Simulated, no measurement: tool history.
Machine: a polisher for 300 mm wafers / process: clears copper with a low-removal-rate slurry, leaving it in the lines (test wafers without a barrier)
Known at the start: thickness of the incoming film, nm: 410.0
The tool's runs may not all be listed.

run	hour	flow of slurry (ml/min)	pressure of the wafer on the pad (kPa)	speed of the pad under the wafer (cm/s)	abrasive content of the slurry	overpolish time after the end point (s)	time until the end point was called (s)	dishing of a wide line in a test structure (Å)
1	0.0	315	21.4	104	1.0	11	122.54	271.960
2	2.9	315	18.6	106	1.0	8	129.82	181.910
3	4.7	315	15.9	106	1.0	8	142.15	165.090
4	13.5	315	15.9	106	1.0	5	141.37	110.320
5	20.7	355	15.9	106	1.0	5	139.59	103.190
6	25.8	355	14.5	106	1.0	5	146.53	102.220
# hour 31.8: slurry nozzle cleaned
7	31.8	355	13.8	106	1.0	5	149.30	96.793

What will run 8 give?
8	40.3	350	13.1	106	1.0	5	?	?

time until the end point was called (s): 151.82
dishing of a wide line in a test structure (Å): 98.967
